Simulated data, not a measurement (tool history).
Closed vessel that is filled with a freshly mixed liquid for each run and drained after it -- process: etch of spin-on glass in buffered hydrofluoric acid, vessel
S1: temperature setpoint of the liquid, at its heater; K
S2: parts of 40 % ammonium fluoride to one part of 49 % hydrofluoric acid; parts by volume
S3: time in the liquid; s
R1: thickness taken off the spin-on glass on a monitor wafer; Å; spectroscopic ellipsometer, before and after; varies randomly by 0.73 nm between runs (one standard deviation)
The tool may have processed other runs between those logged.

run,day,S1,S2,S3,R1
1,0,297.15,15,85,1469.7
2,0.138,297.15,15,85,1490.5
3,0.504,297.15,15,85,1476.3
4,0.871,299.15,15,85,1660.6
5,0.912,299.15,15,85,1651.9
6,1.154,299.15,15,90,1746.2
7,1.346,296.65,15,90,1517.9

What does the tool deliver on the next run?
8,1.642,295.15,15,90,?

Run 8 gave R1 1400.9 Å.
